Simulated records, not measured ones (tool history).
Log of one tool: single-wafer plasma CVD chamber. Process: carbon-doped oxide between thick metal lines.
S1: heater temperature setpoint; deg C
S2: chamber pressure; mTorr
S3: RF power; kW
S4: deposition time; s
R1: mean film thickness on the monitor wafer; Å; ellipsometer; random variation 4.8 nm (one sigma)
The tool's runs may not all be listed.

run 1 hour=0 | S1=330 S2=6970 S3=0.565 S4=173 | R1=11017
run 2 hour=7 | S1=330 S2=6040 S3=0.565 S4=173 | R1=10870
run 3 hour=14.4 | S1=329 S2=6140 S3=0.585 S4=173 | R1=11192
run 4 hour=18.6 | S1=319 S2=6140 S3=0.585 S4=173 | R1=11548
run 5 hour=22 | S1=319 S2=6140 S3=0.585 S4=173 | R1=11618
run 6 hour=24.2 | S1=318 S2=6190 S3=0.595 S4=173 | R1=11708

The next listed run, before its measurement:
-- hour=26.2 RF generator calibrated
run 7 hour=26.2 | S1=317 S2=6230 S3=0.61 S4=173 | R1=?

{"run 7": {"R1": 12561}}

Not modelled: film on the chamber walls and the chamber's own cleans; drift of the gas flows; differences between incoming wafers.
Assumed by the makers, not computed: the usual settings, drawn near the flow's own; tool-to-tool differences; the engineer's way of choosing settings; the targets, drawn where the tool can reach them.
